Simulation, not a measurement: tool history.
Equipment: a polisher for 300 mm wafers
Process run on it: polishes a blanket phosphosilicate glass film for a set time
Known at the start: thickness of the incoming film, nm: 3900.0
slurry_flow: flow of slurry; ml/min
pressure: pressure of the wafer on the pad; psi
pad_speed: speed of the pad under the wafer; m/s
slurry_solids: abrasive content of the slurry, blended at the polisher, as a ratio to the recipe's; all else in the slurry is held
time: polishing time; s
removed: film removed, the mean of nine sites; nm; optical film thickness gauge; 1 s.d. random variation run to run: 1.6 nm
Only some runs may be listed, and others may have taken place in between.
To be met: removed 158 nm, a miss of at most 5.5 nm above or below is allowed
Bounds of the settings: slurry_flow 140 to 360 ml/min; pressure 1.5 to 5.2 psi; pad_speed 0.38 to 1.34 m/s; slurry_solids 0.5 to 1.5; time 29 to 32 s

run    day  slurry_flow  pressure  pad_speed  slurry_solids  time  removed
  1      0          230       3.3       0.86              1    32   252.72
  2  0.117          230       2.9       0.86              1    32    227.8
  3  0.362          230       2.9       0.86            1.1    32   234.92
  4  0.621          230       2.9       0.86            1.1    32   239.06
  5  0.758          230       2.6       0.86            1.1    32   218.03
  6  1.117          230       1.9       0.86            1.1    32   178.83
  7  1.471          230       1.8       0.86            1.1    32   174.63
  8  1.496          230       1.7       0.86            1.1    32   169.38

Next run, 5 choices. One meets every target within its allowed miss, the rest don't. Which?
  A  1.521          245       2.1       0.82            0.9    32        ?
  B  1.521          200       1.8       0.86            1.1    32        ?
  C  1.521          230       2.4       0.86           0.75    32        ?
  D  1.521          250       1.5       0.98           0.95    31        ?
  E  1.521          185       1.8       0.88           1.05    32        ?

move  removed
   A   168.94
   B    172.7
   C   170.82
   D    159.1
   E   170.28
A: no better and no worse than the last run
B: moves away from the targets compared with the last run
C: moves away from the targets compared with the last run
D: hits every target within its allowed miss
E: moves away from the targets compared with the last run
Answer: D

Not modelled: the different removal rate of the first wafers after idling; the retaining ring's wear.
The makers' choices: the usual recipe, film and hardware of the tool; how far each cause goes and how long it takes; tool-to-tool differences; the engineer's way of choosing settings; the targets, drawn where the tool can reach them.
